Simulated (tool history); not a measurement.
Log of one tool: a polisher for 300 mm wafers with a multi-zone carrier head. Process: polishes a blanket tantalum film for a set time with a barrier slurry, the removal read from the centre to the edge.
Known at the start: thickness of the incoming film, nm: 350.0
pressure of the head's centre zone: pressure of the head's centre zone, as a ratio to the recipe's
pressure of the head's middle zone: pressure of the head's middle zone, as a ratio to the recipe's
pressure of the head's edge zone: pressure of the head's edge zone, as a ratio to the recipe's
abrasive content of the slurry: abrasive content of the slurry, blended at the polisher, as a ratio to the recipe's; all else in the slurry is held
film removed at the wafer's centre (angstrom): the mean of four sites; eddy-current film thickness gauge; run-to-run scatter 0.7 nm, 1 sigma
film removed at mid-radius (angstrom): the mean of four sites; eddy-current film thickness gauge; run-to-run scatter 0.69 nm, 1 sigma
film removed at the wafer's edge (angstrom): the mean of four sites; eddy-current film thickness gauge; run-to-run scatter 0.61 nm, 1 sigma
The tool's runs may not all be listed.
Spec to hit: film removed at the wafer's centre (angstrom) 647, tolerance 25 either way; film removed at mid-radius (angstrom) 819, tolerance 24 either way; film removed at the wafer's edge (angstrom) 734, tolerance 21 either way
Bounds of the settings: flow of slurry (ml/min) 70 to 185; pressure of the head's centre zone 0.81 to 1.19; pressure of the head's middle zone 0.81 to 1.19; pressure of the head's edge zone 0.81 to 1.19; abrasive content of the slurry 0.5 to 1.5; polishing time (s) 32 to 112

run	day	flow of slurry (ml/min)	pressure of the head's centre zone	pressure of the head's middle zone	pressure of the head's edge zone	abrasive content of the slurry	polishing time (s)	film removed at the wafer's centre (angstrom)	film removed at mid-radius (angstrom)	film removed at the wafer's edge (angstrom)
1	0	120	1	1	1	1	72	1219.8	1239.9	1178.4
2	0.096	120	1	1	1	1	65	1094.8	1121.3	1067
3	0.429	115	0.97	1	0.98	0.9	64	1015	1061.9	1032
4	0.738	85	0.97	1	0.98	0.9	64	967.37	1006.4	1000.3
5	1.033	90	0.95	1.02	0.96	0.85	61	879.35	965.77	933.36
6	1.183	90	0.94	1.03	0.94	0.8	60	832.12	954.05	883.71
7	1.383	90	0.93	1.03	0.92	0.75	60	827.57	919.48	864.05
8	1.725	90	0.91	1.04	0.91	0.7	60	786.16	923.35	843.61
9	1.954	90	0.9	1.04	0.9	0.65	60	764.86	910.53	816.9
# day 2.133: edge zone pressure recalibrated
10	2.133	90	0.89	1.03	0.89	0.65	60	763.02	902.9	863.04
11	2.288	90	0.89	1.04	0.89	0.6	59	733.38	876.02	808.98
12	2.625	90	0.89	1.04	0.88	0.6	59	736.23	879.27	801.96
13	2.942	90	0.88	1.04	0.87	0.6	59	736.72	866.44	806.22
14	3.3	75	0.83	1.1	0.83	0.5	56	594.9	792.35	694.86
15	3.662	80	0.83	1.09	0.83	0.5	56	593.06	795.7	705.18
16	3.95	85	0.83	1.09	0.83	0.5	56	603.04	793.82	710.79
17	4.246	85	0.83	1.09	0.83	0.5	56	596.9	806.08	709.63
18	4.404	85	0.84	1.08	0.83	0.5	56	615.18	799.09	709.31

Next run, 4 choices. One meets every target within its allowed miss, the rest don't. Which?
A	4.562	80	0.86	1.13	0.81	0.5	55	?	?	?
B	4.562	140	0.92	1.1	0.84	0.6	47	?	?	?
C	4.562	110	0.82	1.04	0.81	0.55	52	?	?	?
D	4.562	120	0.84	1.06	0.86	0.5	55	?	?	?

move	film removed at the wafer's centre (angstrom)	film removed at mid-radius (angstrom)	film removed at the wafer's edge (angstrom)
A	604.73	817.48	688.95
B	647.53	788.47	670.4
C	595.44	781.11	695.81
D	636.59	826.45	736.41
A: moves away from the targets compared with the last run
B: the worst result of the last run now meets its target, but another is out of spec
C: moves away from the targets compared with the last run
D: hits every target within its allowed miss
The move that meets every target is D.

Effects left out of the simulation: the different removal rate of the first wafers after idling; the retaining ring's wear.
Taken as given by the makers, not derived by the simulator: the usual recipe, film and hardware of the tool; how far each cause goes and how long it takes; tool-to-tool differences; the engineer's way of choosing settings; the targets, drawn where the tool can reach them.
